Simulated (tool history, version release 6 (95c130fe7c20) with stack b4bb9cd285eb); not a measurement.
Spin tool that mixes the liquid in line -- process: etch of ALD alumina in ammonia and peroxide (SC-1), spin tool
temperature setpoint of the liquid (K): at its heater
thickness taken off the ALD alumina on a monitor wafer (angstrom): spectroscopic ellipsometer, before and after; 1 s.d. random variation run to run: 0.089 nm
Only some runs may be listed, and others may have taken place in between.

run,hour,temperature setpoint of the liquid (K),parts of 29 % ammonia solution to one part of 30 % peroxide (parts by volume),time under the liquid (s),thickness taken off the ALD alumina on a monitor wafer (angstrom)
1,0.0,328.15,0.85,160,79.634
2,3.3,329.15,0.85,160,83.360
3,4.0,330.15,0.85,160,88.338
4,11.8,331.15,0.85,160,91.930
5,18.3,332.15,0.85,160,98.837
6,22.5,332.65,0.85,160,100.210
7,26.8,333.15,0.85,160,102.180
8,33.9,333.65,0.85,160,105.860
9,37.0,334.15,0.85,160,107.440
10,41.1,334.65,0.85,160,111.500

For run 11, what comes out?
11,42.4,335.15,0.85,160,?

{"run 11": {"thickness taken off the ALD alumina on a monitor wafer (angstrom)": 114.35}}
